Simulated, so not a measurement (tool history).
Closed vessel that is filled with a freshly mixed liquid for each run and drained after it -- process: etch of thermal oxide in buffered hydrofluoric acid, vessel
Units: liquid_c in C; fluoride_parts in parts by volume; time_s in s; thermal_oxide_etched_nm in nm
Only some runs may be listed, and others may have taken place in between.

{"run": 1, "day": 0.0, "liquid_c": 20.0, "fluoride_parts": 9.0, "time_s": 95, "thermal_oxide_etched_nm": 94.345}
{"run": 2, "day": 0.167, "liquid_c": 22.5, "fluoride_parts": 8.0, "time_s": 95, "thermal_oxide_etched_nm": 123.28}
{"run": 3, "day": 0.383, "liquid_c": 22.5, "fluoride_parts": 8.0, "time_s": 95, "thermal_oxide_etched_nm": 122.37}
{"run": 4, "day": 0.758, "liquid_c": 22.5, "fluoride_parts": 8.0, "time_s": 105, "thermal_oxide_etched_nm": 135.75}
{"run": 5, "day": 0.954, "liquid_c": 24.5, "fluoride_parts": 8.0, "time_s": 105, "thermal_oxide_etched_nm": 152.1}
{"run": 6, "day": 1.292, "liquid_c": 24.5, "fluoride_parts": 8.0, "time_s": 105, "thermal_oxide_etched_nm": 151.01}
{"run": 7, "day": 1.654, "liquid_c": 25.5, "fluoride_parts": 8.0, "time_s": 105, "thermal_oxide_etched_nm": 160.33}

What does the tool deliver on the next run?
{"run": 8, "day": 2.017, "liquid_c": 26.5, "fluoride_parts": 8.0, "time_s": 105, "thermal_oxide_etched_nm": "?"}

For run 8 the tool returned thermal_oxide_etched_nm 168.610 nm.
